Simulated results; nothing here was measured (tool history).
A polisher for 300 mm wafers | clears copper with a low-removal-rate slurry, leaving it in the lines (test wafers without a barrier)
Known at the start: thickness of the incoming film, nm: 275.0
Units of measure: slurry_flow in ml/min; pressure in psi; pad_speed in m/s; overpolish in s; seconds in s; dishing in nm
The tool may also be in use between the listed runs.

run 1 day=0 | slurry_flow=185 pressure=2 pad_speed=1.18 slurry_solids=1 overpolish=15 | seconds=103.97 dishing=22.974
run 2 day=0.262 | slurry_flow=185 pressure=1.7 pad_speed=1.16 slurry_solids=1 overpolish=14 | seconds=124.07 dishing=18.717
run 3 day=0.304 | slurry_flow=185 pressure=1.5 pad_speed=1.16 slurry_solids=1 overpolish=14 | seconds=139.73 dishing=17.261
run 4 day=0.4 | slurry_flow=185 pressure=1.4 pad_speed=1.16 slurry_solids=1 overpolish=13 | seconds=147.92 dishing=15.281
run 5 day=0.496 | slurry_flow=185 pressure=1.4 pad_speed=1.16 slurry_solids=1 overpolish=9 | seconds=150.37 dishing=11.098
run 6 day=0.696 | slurry_flow=185 pressure=1.4 pad_speed=1.34 slurry_solids=1 overpolish=9 | seconds=137.71 dishing=11.732
run 7 day=0.746 | slurry_flow=185 pressure=1.3 pad_speed=1.28 slurry_solids=1 overpolish=10 | seconds=153.01 dishing=11.906

Run 8 is up next; what results do you expect?
run 8 day=1.021 | slurry_flow=185 pressure=1.2 pad_speed=1.26 slurry_solids=1 overpolish=11 | seconds=? dishing=?

seconds: 159.49 s
dishing: 11.786 nm
